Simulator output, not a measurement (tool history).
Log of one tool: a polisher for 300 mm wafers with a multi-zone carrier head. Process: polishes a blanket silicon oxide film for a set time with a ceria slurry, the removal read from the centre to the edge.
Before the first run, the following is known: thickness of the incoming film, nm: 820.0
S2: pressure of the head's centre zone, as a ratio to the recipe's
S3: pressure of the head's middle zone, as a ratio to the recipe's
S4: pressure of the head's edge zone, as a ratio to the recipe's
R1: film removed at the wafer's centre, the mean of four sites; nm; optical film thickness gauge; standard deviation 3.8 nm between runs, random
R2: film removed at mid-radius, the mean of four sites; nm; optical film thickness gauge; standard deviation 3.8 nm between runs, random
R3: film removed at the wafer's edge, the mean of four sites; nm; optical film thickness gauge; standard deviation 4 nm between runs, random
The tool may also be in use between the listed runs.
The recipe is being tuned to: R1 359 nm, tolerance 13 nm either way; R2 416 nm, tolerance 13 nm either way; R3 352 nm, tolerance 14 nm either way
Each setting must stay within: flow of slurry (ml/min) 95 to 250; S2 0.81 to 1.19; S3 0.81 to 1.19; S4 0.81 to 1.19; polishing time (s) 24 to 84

Run 1, hour 0: flow of slurry (ml/min) 160, S2 1, S3 1, S4 1, polishing time (s) 54. Result: R1 244.85 nm, R2 253.21 nm, R3 243.12 nm.
Run 2, hour 4.6: flow of slurry (ml/min) 175, S2 1.01, S3 1.05, S4 1.03, polishing time (s) 59. Result: R1 280.4 nm, R2 290.8 nm, R3 273.5 nm.
Run 3, hour 12.5: flow of slurry (ml/min) 175, S2 1.01, S3 1.05, S4 1.03, polishing time (s) 51. Result: R1 238.49 nm, R2 246.75 nm, R3 239.38 nm.
Run 4, hour 18.9: flow of slurry (ml/min) 175, S2 1.04, S3 1.05, S4 1.03, polishing time (s) 51. Result: R1 239.78 nm, R2 252.61 nm, R3 232.64 nm.
Run 5, hour 20.6: flow of slurry (ml/min) 170, S2 1.02, S3 1.09, S4 1.01, polishing time (s) 58. Result: R1 272.82 nm, R2 289.39 nm, R3 266.36 nm.
Run 6, hour 26.8: flow of slurry (ml/min) 170, S2 1.02, S3 1.09, S4 1.08, polishing time (s) 58. Result: R1 271.84 nm, R2 291.41 nm, R3 279.31 nm.
Run 7, hour 27.6: flow of slurry (ml/min) 175, S2 1, S3 1.12, S4 1.04, polishing time (s) 63. Result: R1 294.27 nm, R2 317.4 nm, R3 296.49 nm.
Run 8, hour 33.4: flow of slurry (ml/min) 155, S2 0.99, S3 1.14, S4 1, polishing time (s) 68. Result: R1 308.53 nm, R2 340.65 nm, R3 309.88 nm.
Run 9, hour 42.1: flow of slurry (ml/min) 175, S2 0.97, S3 1.16, S4 0.98, polishing time (s) 70. Result: R1 316 nm, R2 363.58 nm, R3 328.45 nm.
Run 10, hour 47.9: flow of slurry (ml/min) 190, S2 0.98, S3 1.17, S4 0.95, polishing time (s) 71. Result: R1 332.58 nm, R2 384.92 nm, R3 327.98 nm.
Run 11, hour 55.7: flow of slurry (ml/min) 230, S2 0.99, S3 1.19, S4 1.02, polishing time (s) 72. Result: R1 350.43 nm, R2 400.96 nm, R3 342.56 nm.

Of the 4 settings listed for the next run, only one would bring every result within its allowed miss of target. Which one?
Run A, hour 63.5: flow of slurry (ml/min) 185, S2 1, S3 1.11, S4 1.13, polishing time (s) 73. Result: R1 ?, R2 ?, R3 ?.
Run B, hour 63.5: flow of slurry (ml/min) 175, S2 1.05, S3 1.14, S4 1.01, polishing time (s) 71. Result: R1 ?, R2 ?, R3 ?.
Run C, hour 63.5: flow of slurry (ml/min) 230, S2 1.04, S3 1.15, S4 1.04, polishing time (s) 71. Result: R1 ?, R2 ?, R3 ?.
Run D, hour 63.5: flow of slurry (ml/min) 225, S2 0.99, S3 1.19, S4 1, polishing time (s) 74. Result: R1 ?, R2 ?, R3 ?.

move      R1      R2      R3
   A  345.54  373.78  360.95
   B   346.9  366.94  329.52
   C  360.48  384.94  344.72
   D  358.95  410.09  351.56
A: misses by more than the last run did
B: misses by more than the last run did
C: misses by more than the last run did
D: all results in spec
D is the move that brings every result within its allowed miss.

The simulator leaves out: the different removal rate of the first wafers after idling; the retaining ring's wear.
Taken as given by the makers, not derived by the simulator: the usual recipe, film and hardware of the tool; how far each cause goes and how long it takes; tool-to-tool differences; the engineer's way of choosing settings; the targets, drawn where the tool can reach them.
